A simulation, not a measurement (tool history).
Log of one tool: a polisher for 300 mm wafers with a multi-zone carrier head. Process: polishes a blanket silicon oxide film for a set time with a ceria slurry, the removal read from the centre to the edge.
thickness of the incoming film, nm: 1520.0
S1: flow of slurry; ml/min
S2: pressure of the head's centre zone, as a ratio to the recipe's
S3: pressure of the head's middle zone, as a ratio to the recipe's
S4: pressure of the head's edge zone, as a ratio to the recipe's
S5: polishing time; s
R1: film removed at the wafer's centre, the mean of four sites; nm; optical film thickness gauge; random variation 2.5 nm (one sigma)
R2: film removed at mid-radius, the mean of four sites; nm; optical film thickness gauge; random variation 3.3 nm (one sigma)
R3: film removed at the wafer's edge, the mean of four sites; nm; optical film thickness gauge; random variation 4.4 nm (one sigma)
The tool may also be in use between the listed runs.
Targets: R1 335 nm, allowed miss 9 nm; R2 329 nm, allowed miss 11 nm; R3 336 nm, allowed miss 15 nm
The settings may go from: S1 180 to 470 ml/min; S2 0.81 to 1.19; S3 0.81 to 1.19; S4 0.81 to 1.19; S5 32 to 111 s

run,hour,S1,S2,S3,S4,S5,R1,R2,R3
1,0,300,1,1,1,71,243.81,242.09,267.56
2,4.8,300,1,1,1,61,212.41,210.05,223.28
3,7.2,300,1,1.06,1,61,208.46,219.52,222.59
4,14.6,310,1.04,1.09,1.03,67,237.85,245.96,251.56
5,20,320,1.07,1.11,1.05,71,260.71,269.1,265.81
6,27.6,320,1.07,1.18,1.05,71,257.67,282.95,267.55
7,29.2,325,1.09,1.17,1.08,74,271.42,294.65,284.44
8,37.9,335,1.12,1.16,1.1,76,286.9,292.53,287.61
9,40.4,335,1.12,1.16,1.1,76,288.84,297.43,286.36
10,46.6,325,1.12,1.15,1.11,79,295.4,309.41,308.08
11,54.8,330,1.14,1.15,1.12,80,310.62,313.68,317.18
12,56.6,330,1.15,1.15,1.13,81,314.57,319.39,317.39
13,60.8,330,1.16,1.15,1.14,82,322.68,317.08,320.9
14,64.1,330,1.16,1.15,1.15,83,326.67,328.51,324.86

4 next moves are on the table. One of them brings every result within its allowed miss. Which?
A,67.4,325,1.12,1.09,1.08,88,?,?,?
B,67.4,270,1.02,1.11,1.19,89,?,?,?
C,67.4,365,1.11,1.19,1.19,82,?,?,?
D,67.4,295,1.03,1.09,1.17,89,?,?,?

move,R1,R2,R3
A,334.14,328.25,339.21
B,307.58,332.01,356.91
C,312.31,332.75,334.71
D,312.68,329.43,355.82
A: meets every target
B: further off than the last run
C: further off than the last run
D: further off than the last run
Move A is the one to make.

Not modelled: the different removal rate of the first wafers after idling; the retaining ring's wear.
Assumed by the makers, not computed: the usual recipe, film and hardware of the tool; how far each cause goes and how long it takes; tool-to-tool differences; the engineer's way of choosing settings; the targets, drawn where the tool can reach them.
